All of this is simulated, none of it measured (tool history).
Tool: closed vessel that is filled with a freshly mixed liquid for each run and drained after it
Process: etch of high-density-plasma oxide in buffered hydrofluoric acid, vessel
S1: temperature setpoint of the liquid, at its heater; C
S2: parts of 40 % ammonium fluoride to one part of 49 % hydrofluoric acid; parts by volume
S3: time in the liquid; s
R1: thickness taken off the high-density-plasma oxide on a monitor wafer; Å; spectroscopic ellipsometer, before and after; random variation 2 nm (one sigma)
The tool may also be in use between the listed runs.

run 1 hour=0.0 | S1=20.0 S2=9.0 S3=85 | R1=1112.40
run 2 hour=7.6 | S1=20.0 S2=10.5 S3=85 | R1=1018.80
run 3 hour=8.4 | S1=20.0 S2=13.0 S3=85 | R1=813.82
run 4 hour=16.2 | S1=20.0 S2=14.5 S3=85 | R1=731.69
run 5 hour=22.9 | S1=20.0 S2=14.5 S3=85 | R1=734.41
run 6 hour=30.2 | S1=17.5 S2=14.5 S3=85 | R1=639.60
run 7 hour=35.3 | S1=19.5 S2=12.5 S3=85 | R1=818.36
run 8 hour=37.5 | S1=21.0 S2=11.0 S3=85 | R1=1016.80
run 9 hour=40.0 | S1=22.5 S2=10.0 S3=85 | R1=1209.00
run 10 hour=48.7 | S1=23.5 S2=9.0 S3=85 | R1=1352.00
run 11 hour=54.0 | S1=24.5 S2=8.5 S3=85 | R1=1555.20
run 12 hour=58.6 | S1=25.0 S2=8.0 S3=85 | R1=1687.10
run 13 hour=63.6 | S1=25.5 S2=8.0 S3=85 | R1=1744.00
run 14 hour=65.0 | S1=26.0 S2=8.0 S3=85 | R1=1773.30

The next listed run, before its measurement:
run 15 hour=73.3 | S1=26.5 S2=7.5 S3=85 | R1=?

{"run 15": {"R1": 1956.2}}
